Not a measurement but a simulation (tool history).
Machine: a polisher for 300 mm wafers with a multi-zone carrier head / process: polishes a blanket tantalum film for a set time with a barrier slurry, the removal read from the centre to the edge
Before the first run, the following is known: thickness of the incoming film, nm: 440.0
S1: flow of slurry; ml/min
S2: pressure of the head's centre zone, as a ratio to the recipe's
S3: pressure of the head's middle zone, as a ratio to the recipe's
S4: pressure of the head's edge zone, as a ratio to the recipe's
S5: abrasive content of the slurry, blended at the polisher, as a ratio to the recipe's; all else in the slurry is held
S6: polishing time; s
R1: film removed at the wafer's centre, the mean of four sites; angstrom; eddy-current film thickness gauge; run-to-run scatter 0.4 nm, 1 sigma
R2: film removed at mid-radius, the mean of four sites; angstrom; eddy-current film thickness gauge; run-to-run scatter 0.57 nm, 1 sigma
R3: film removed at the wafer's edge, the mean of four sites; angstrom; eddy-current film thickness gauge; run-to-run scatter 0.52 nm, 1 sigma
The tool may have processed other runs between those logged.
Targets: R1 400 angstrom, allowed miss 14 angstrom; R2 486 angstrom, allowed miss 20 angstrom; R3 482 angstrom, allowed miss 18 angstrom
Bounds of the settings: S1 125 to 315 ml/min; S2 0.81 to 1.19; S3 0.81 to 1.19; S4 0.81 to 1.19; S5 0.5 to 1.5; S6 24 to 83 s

run 1 hour=0 | S1=205 S2=1 S3=1 S4=1 S5=1 S6=53 | R1=626.67 R2=622.54 R3=621.44
run 2 hour=0.9 | S1=205 S2=1 S3=1 S4=1 S5=1.2 S6=53 | R1=658.15 R2=642.69 R3=648.13
run 3 hour=9.5 | S1=200 S2=0.98 S3=1 S4=0.99 S5=1.15 S6=52 | R1=625.07 R2=632.41 R3=640.74
run 4 hour=14.5 | S1=200 S2=0.98 S3=1 S4=0.91 S5=1.15 S6=52 | R1=629.78 R2=633.49 R3=604.05
run 5 hour=15.9 | S1=200 S2=0.98 S3=1 S4=0.85 S5=1.15 S6=52 | R1=621.5 R2=625.83 R3=602.66
run 6 hour=18.2 | S1=195 S2=0.96 S3=1 S4=0.85 S5=1.1 S6=52 | R1=604.81 R2=608.88 R3=585.49
run 7 hour=25.3 | S1=190 S2=0.94 S3=1.01 S4=0.88 S5=1.05 S6=51 | R1=565.2 R2=611.35 R3=582.43
run 8 hour=32 | S1=190 S2=0.93 S3=1 S4=0.88 S5=1 S6=51 | R1=559.09 R2=595.05 R3=559
run 9 hour=39.4 | S1=185 S2=0.92 S3=1 S4=0.91 S5=0.95 S6=50 | R1=526.39 R2=556.79 R3=543.49

Next run, 4 choices. One meets every target within its allowed miss, the rest don't. Which?
run A hour=46.8 | S1=230 S2=0.85 S3=1.06 S4=0.88 S5=1.05 S6=42 | R1=? R2=? R3=?
run B hour=46.8 | S1=160 S2=0.82 S3=1 S4=0.94 S5=0.95 S6=44 | R1=? R2=? R3=?
run C hour=46.8 | S1=200 S2=0.9 S3=0.96 S4=0.9 S5=0.95 S6=45 | R1=? R2=? R3=?
run D hour=46.8 | S1=210 S2=1.06 S3=0.91 S4=0.82 S5=0.75 S6=66 | R1=? R2=? R3=?

move=A R1=431.78 R2=530.12 R3=477.81
move=B R1=395.43 R2=483 R3=479.48
move=C R1=464.96 R2=496.98 R3=495.46
move=D R1=750.69 R2=649.84 R3=649.37
A: closer than the last run, but not yet in spec
B: all results land within tolerance of their targets
C: closer than the last run, but not yet in spec
D: misses by more than the last run did
Move B is the one to make.
